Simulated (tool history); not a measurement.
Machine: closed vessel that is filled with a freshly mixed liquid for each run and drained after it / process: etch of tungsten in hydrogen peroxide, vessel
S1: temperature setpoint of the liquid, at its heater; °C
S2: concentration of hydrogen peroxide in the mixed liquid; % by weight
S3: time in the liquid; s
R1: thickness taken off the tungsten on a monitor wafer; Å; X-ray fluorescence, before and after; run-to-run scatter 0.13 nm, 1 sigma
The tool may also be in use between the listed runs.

run	hour	S1	S2	S3	R1
1	0.0	42.0	20.0	30	324.85
2	7.8	42.0	22.5	30	347.58
3	16.6	42.0	20.5	30	331.68
4	19.8	42.0	20.5	30	331.32
5	20.6	41.0	20.5	30	312.02
6	26.3	40.5	20.5	30	300.96
7	33.5	40.0	20.5	30	292.15

For run 8, what comes out?
8	39.1	39.5	20.5	30	?

{"run 8": {"R1": 282.73}}
